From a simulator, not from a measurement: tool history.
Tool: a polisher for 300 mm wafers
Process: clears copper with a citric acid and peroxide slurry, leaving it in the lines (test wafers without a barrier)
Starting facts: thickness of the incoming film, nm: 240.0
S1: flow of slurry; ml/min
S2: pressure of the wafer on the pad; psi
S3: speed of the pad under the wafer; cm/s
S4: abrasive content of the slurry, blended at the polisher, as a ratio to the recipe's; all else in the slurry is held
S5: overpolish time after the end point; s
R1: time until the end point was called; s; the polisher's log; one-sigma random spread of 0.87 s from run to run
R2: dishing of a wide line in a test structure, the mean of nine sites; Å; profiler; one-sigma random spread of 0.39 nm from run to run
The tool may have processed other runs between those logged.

run 1 hour=0.0 | S1=150 S2=2.6 S3=118 S4=1.0 S5=25 | R1=107.67 R2=382.62
run 2 hour=2.2 | S1=150 S2=2.6 S3=118 S4=1.1 S5=25 | R1=105.00 R2=384.89
run 3 hour=8.6 | S1=150 S2=2.6 S3=118 S4=1.1 S5=23 | R1=104.81 R2=356.32
run 4 hour=16.2 | S1=150 S2=2.6 S3=88 S4=1.1 S5=23 | R1=138.23 R2=288.58
run 5 hour=18.4 | S1=135 S2=2.6 S3=88 S4=1.1 S5=23 | R1=142.26 R2=284.78
run 6 hour=23.2 | S1=155 S2=2.7 S3=88 S4=1.1 S5=22 | R1=132.60 R2=283.99
run 7 hour=24.5 | S1=165 S2=2.8 S3=88 S4=1.1 S5=21 | R1=126.78 R2=282.81
run 8 hour=31.3 | S1=175 S2=2.9 S3=88 S4=1.1 S5=21 | R1=117.65 R2=294.14
run 9 hour=35.3 | S1=185 S2=2.9 S3=88 S4=1.1 S5=21 | R1=116.90 R2=299.50
-- hour=39.1 slurry nozzle cleaned
run 10 hour=39.1 | S1=195 S2=2.9 S3=88 S4=1.1 S5=21 | R1=109.58 R2=313.33
run 11 hour=46.5 | S1=200 S2=2.9 S3=88 S4=1.1 S5=21 | R1=109.75 R2=321.24
run 12 hour=51.6 | S1=205 S2=2.9 S3=88 S4=1.1 S5=20 | R1=107.69 R2=314.25
run 13 hour=53.4 | S1=210 S2=2.9 S3=88 S4=1.1 S5=19 | R1=109.00 R2=293.28

For run 14, what comes out?
run 14 hour=57.9 | S1=215 S2=2.9 S3=88 S4=1.1 S5=19 | R1=? R2=?

R1: 108.54 s
R2: 287.22 Å

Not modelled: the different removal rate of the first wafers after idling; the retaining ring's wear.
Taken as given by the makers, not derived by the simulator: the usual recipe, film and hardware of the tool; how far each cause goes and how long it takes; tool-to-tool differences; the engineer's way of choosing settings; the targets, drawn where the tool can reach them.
